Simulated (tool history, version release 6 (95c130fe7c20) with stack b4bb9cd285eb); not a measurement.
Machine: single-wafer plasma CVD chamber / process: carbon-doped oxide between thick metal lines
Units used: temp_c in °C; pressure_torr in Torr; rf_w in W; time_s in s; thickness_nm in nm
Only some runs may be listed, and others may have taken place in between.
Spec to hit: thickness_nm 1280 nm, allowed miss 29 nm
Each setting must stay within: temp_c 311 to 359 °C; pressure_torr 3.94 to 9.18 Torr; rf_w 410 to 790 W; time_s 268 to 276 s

Run 1, hour 0: temp_c 335 °C, pressure_torr 6.56 Torr, rf_w 600 W, time_s 268 s. Result: thickness_nm 1498.1 nm.
Run 2, hour 1.7: temp_c 338 °C, pressure_torr 6.32 Torr, rf_w 565 W, time_s 268 s. Result: thickness_nm 1422.8 nm.
Run 3, hour 8.4: temp_c 338 °C, pressure_torr 6.32 Torr, rf_w 565 W, time_s 276 s. Result: thickness_nm 1481.3 nm.
Run 4, hour 13.4: temp_c 338 °C, pressure_torr 5.31 Torr, rf_w 565 W, time_s 276 s. Result: thickness_nm 1441.7 nm.
Run 5, hour 19: temp_c 340 °C, pressure_torr 4.97 Torr, rf_w 545 W, time_s 275 s. Result: thickness_nm 1376.3 nm.
Run 6, hour 22.2: temp_c 332 °C, pressure_torr 4.97 Torr, rf_w 545 W, time_s 275 s. Result: thickness_nm 1425.3 nm.
Run 7, hour 30.5: temp_c 336 °C, pressure_torr 4.65 Torr, rf_w 535 W, time_s 275 s. Result: thickness_nm 1367.9 nm.
Run 8, hour 37.8: temp_c 339 °C, pressure_torr 4.44 Torr, rf_w 530 W, time_s 275 s. Result: thickness_nm 1344.1 nm.
Run 9, hour 42.8: temp_c 341 °C, pressure_torr 4.28 Torr, rf_w 525 W, time_s 275 s. Result: thickness_nm 1317.5 nm.

Which of these 4 next moves meets every target?
Run A, hour 47.8: temp_c 346 °C, pressure_torr 3.94 Torr, rf_w 550 W, time_s 268 s. Result: thickness_nm ?.
Run B, hour 47.8: temp_c 330 °C, pressure_torr 5.04 Torr, rf_w 540 W, time_s 268 s. Result: thickness_nm ?.
Run C, hour 47.8: temp_c 344 °C, pressure_torr 4.38 Torr, rf_w 560 W, time_s 276 s. Result: thickness_nm ?.
Run D, hour 47.8: temp_c 333 °C, pressure_torr 3.94 Torr, rf_w 485 W, time_s 268 s. Result: thickness_nm ?.

move  thickness_nm
   A        1278.8
   B        1375.9
   C        1360.2
   D          1222
A: meets every target
B: further off than the last run
C: further off than the last run
D: the result that was furthest off in the last run now lies on the other side of its target
A is the move that brings every result within its allowed miss.
